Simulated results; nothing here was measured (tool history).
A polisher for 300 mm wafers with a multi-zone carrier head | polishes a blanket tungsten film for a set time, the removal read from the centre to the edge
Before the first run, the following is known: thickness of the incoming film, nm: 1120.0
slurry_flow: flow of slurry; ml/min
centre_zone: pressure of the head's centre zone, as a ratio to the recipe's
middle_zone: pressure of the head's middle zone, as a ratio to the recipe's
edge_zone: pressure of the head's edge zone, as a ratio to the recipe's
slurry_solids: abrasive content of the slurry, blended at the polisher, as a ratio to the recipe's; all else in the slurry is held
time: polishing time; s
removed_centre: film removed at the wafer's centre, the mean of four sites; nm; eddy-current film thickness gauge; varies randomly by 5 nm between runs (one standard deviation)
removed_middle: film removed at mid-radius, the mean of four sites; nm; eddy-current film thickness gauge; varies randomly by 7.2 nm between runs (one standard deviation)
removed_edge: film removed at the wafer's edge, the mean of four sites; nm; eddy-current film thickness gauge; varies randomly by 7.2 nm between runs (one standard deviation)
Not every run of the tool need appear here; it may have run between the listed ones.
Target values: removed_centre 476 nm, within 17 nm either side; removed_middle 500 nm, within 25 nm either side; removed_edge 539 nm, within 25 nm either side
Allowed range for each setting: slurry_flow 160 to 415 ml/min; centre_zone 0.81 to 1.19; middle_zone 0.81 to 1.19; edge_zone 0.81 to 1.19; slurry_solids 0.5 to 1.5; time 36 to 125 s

run    day  slurry_flow  centre_zone  middle_zone  edge_zone  slurry_solids  time  removed_centre  removed_middle  removed_edge
  1      0          265            1            1          1              1    80          440.04          427.99        419.81
  2  0.304          265         0.99            1       1.02           1.05    81          436.24          439.86        435.74
  3  0.642          265         0.99            1       0.94           1.05    81          435.34          437.03        422.67
  4  0.975          265         0.98         0.99       0.95            1.1    82          441.95           448.8        430.44
  5  1.104          265         0.97         0.98       0.97           1.15    83          452.39           451.3        457.27
  6  1.362          265          0.9         0.98       0.97           1.15    83          421.07          465.12        443.38
  7  1.558          265          0.9         0.98       0.99            1.2    83          428.33          463.95        458.46
  8   1.85          265          0.9         0.98          1           1.25    83          430.06          460.31        454.63
  9  2.162          265         0.89         0.97       1.01            1.3    84             439          469.49        467.31
 10  2.262          265         0.88         0.96       1.02            1.3    85          429.19          478.38        480.39
 11  2.317          265         0.89         0.96       1.03            1.3    85          437.34          467.85        492.32
 12  2.508          270         0.89         0.96       1.04            1.3    85          432.93          477.79        490.48
 13  2.833          275          0.9         0.96       1.05            1.3    85           436.8          470.95        495.82
 14  3.121          285         0.92         0.98       1.07            1.4    86          467.24          495.01        517.48

Which one of the following 4 next-run settings gets every result inside its allowed miss? There is exactly one.
  A  3.408          290          0.9         1.06       1.02           1.35    85               ?               ?             ?
  B  3.408          290         0.94         1.09       0.98           1.35    82               ?               ?             ?
  C  3.408          255         0.96         1.03       0.89           1.25    86               ?               ?             ?
  D  3.408          260         0.95            1       1.19            1.2    89               ?               ?             ?

move  removed_centre  removed_middle  removed_edge
   A           440.9          515.05        488.19
   B          444.48          506.36         461.8
   C          459.11           493.7        449.26
   D          466.52          496.78        531.71
A: moves away from the targets compared with the last run
B: moves away from the targets compared with the last run
C: moves away from the targets compared with the last run
D: every result within its allowed miss
Correct choice: D, which meets every target

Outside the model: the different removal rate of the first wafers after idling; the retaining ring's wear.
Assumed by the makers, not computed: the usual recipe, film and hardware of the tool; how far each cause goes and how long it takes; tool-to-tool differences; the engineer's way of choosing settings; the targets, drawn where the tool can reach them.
